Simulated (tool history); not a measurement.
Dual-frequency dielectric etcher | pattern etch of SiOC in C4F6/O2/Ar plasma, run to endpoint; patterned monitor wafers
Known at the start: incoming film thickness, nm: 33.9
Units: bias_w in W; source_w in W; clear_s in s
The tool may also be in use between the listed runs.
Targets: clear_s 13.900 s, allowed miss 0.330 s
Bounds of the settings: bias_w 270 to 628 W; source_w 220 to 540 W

run	hour	bias_w	source_w	clear_s
1	0.0	449	380	12.439
2	4.1	449	330	13.016
3	12.8	499	330	12.578
4	15.3	428	330	13.219
5	23.8	498	330	12.567
6	25.3	477	320	12.883
7	27.9	461	320	12.964
8	32.2	446	310	13.332
9	34.3	438	310	13.292

5 next moves are on the table. One of them brings every result within its allowed miss. Which?
A	36.4	502	290	?
B	36.4	451	320	?
C	36.4	465	320	?
D	36.4	335	310	?
E	36.4	390	300	?

move	clear_s
A	12.982
B	13.049
C	12.927
D	14.364
E	13.885
A: further off than the last run
B: further off than the last run
C: further off than the last run
D: takes the result that was furthest off past its target
E: meets every target
Answer: E
